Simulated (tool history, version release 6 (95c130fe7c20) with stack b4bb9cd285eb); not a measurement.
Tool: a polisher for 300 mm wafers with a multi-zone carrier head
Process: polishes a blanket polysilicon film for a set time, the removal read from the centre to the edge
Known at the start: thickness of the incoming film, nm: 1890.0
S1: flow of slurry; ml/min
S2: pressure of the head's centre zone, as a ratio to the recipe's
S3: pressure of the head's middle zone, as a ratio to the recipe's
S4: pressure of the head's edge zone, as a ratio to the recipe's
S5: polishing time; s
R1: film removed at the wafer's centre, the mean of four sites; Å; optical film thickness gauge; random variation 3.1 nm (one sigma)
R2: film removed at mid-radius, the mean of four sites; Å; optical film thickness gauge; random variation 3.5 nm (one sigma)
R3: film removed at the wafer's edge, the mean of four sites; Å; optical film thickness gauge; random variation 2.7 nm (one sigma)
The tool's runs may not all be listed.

run  hour   S1    S2    S3    S4  S5      R1      R2      R3
  1   0.0  130  1.00  1.00  1.00  57  3928.5  3858.7  3930.7
  2   3.4  125  1.00  0.99  0.99  57  3875.4  3644.8  3833.3
  3  11.5  120  1.00  0.99  0.99  57  3843.6  3688.2  3884.6
  4  15.6  120  1.00  0.99  0.98  57  3918.5  3672.0  3837.8
  5  19.3  120  1.00  0.93  0.98  57  3794.2  3496.1  3885.6
  6  27.1  115  1.00  0.93  0.97  57  3817.5  3520.3  3777.8

The next listed run, before its measurement:
  7  30.8  85  0.97  0.89  0.96  56   ?   ?   ?

R1: 3189.6 Å
R2: 2992.2 Å
R3: 3490.0 Å

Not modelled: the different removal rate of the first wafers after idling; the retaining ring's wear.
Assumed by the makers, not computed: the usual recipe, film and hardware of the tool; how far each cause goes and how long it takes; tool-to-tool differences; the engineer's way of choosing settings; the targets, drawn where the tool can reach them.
